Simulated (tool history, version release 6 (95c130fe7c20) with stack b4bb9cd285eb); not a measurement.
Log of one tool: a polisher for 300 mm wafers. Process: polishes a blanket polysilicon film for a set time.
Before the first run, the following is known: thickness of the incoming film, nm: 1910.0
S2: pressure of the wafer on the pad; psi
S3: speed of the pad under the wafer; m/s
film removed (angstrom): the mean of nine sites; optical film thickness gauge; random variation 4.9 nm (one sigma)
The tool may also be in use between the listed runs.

{"run": 1, "day": 0.0, "flow of slurry (ml/min)": 170, "S2": 1.9, "S3": 1.1, "polishing time (s)": 84, "film removed (angstrom)": 5743.9}
{"run": 2, "day": 0.088, "flow of slurry (ml/min)": 170, "S2": 2.3, "S3": 1.1, "polishing time (s)": 84, "film removed (angstrom)": 6888.3}
{"run": 3, "day": 0.312, "flow of slurry (ml/min)": 215, "S2": 2.3, "S3": 1.1, "polishing time (s)": 84, "film removed (angstrom)": 6973.2}
{"run": 4, "day": 0.429, "flow of slurry (ml/min)": 215, "S2": 2.2, "S3": 1.1, "polishing time (s)": 84, "film removed (angstrom)": 6690.7}
{"run": 5, "day": 0.521, "flow of slurry (ml/min)": 215, "S2": 2.2, "S3": 1.36, "polishing time (s)": 84, "film removed (angstrom)": 8288.2}
{"run": 6, "day": 0.729, "flow of slurry (ml/min)": 215, "S2": 2.1, "S3": 1.36, "polishing time (s)": 84, "film removed (angstrom)": 7891.8}

What will run 7 give?
{"run": 7, "day": 0.967, "flow of slurry (ml/min)": 215, "S2": 2.0, "S3": 1.36, "polishing time (s)": 84, "film removed (angstrom)": "?"}

Run 7 produced film removed (angstrom) 7591.5.

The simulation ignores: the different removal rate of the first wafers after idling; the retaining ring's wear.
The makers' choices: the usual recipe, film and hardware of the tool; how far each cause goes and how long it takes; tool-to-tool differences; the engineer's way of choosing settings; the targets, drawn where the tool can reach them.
